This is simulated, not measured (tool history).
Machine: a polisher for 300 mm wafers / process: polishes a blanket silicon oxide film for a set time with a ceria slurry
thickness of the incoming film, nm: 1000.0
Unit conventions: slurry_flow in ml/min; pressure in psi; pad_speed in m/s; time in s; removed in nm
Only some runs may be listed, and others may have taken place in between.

{"run": 1, "hour": 0.0, "slurry_flow": 255, "pressure": 3.5, "pad_speed": 1.24, "time": 36, "removed": 226.12}
{"run": 2, "hour": 5.6, "slurry_flow": 255, "pressure": 3.5, "pad_speed": 1.36, "time": 36, "removed": 243.35}
{"run": 3, "hour": 12.3, "slurry_flow": 255, "pressure": 3.5, "pad_speed": 1.62, "time": 36, "removed": 270.92}
{"run": 4, "hour": 21.1, "slurry_flow": 255, "pressure": 3.5, "pad_speed": 1.3, "time": 36, "removed": 231.57}
{"run": 5, "hour": 21.8, "slurry_flow": 205, "pressure": 3.5, "pad_speed": 1.3, "time": 36, "removed": 227.08}
{"hour": 23.3, "done": "head pressure recalibrated"}
{"run": 6, "hour": 23.3, "slurry_flow": 205, "pressure": 3.5, "pad_speed": 1.3, "time": 36, "removed": 235.33}
{"run": 7, "hour": 30.3, "slurry_flow": 205, "pressure": 3.7, "pad_speed": 1.3, "time": 36, "removed": 247.2}

The next listed run, before its measurement:
{"run": 8, "hour": 33.7, "slurry_flow": 205, "pressure": 3.7, "pad_speed": 1.3, "time": 36, "removed": "?"}

removed: 247.39 nm
